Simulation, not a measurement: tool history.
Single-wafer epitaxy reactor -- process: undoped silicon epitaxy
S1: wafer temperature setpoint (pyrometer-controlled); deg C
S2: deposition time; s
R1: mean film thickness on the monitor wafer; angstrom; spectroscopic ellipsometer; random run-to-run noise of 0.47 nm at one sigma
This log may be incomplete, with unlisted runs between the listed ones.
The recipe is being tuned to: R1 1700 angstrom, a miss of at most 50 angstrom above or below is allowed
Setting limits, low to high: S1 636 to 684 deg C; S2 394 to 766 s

| run | day | S1 | S2 | R1 |
|---|---|---|---|---|
| 1 | 0 | 660 | 580 | 1314.9 |
| 2 | 0.275 | 660 | 530 | 1199.5 |
| 3 | 0.312 | 649 | 530 | 979.73 |
| 4 | 0.446 | 639 | 530 | 808.57 |
| 5 | 0.475 | 636 | 530 | 757.15 |
| 6 | 0.675 | 642 | 533 | 855.8 |
| 7 | 0.971 | 647 | 536 | 948.66 |
| 8 | 1.142 | 652 | 538 | 1054.2 |
| 9 | 1.292 | 656 | 540 | 1135.2 |
| 10 | 1.654 | 659 | 542 | 1209.6 |
| 11 | 1.758 | 662 | 543 | 1275.2 |
| 12 | 1.788 | 664 | 544 | 1331.1 |
| 13 | 2.133 | 666 | 545 | 1378.9 |
| 14 | 2.458 | 668 | 546 | 1437.1 |
| 15 | 2.788 | 669 | 547 | 1463.3 |
| 16 | 3.075 | 670 | 548 | 1492.4 |
| 17 | 3.146 | 671 | 549 | 1524.7 |
| 18 | 3.35 | 672 | 549 | 1548.3 |
| 19 | 3.692 | 673 | 549 | 1581 |

Of the 5 settings listed for the next run, only one would bring every result within its allowed miss of target. Which one?
| A | 4.033 | 672 | 513 | ? |
| B | 4.033 | 665 | 579 | ? |
| C | 4.033 | 670 | 527 | ? |
| D | 4.033 | 684 | 482 | ? |
| E | 4.033 | 678 | 491 | ? |

| move | R1 |
|---|---|
| A | 1445.5 |
| B | 1433.7 |
| C | 1431.4 |
| D | 1688.6 |
| E | 1543.6 |
A: misses by more than the last run did
B: misses by more than the last run did
C: misses by more than the last run did
D: each result inside its tolerance
E: misses by more than the last run did
Go with D: it meets all targets.

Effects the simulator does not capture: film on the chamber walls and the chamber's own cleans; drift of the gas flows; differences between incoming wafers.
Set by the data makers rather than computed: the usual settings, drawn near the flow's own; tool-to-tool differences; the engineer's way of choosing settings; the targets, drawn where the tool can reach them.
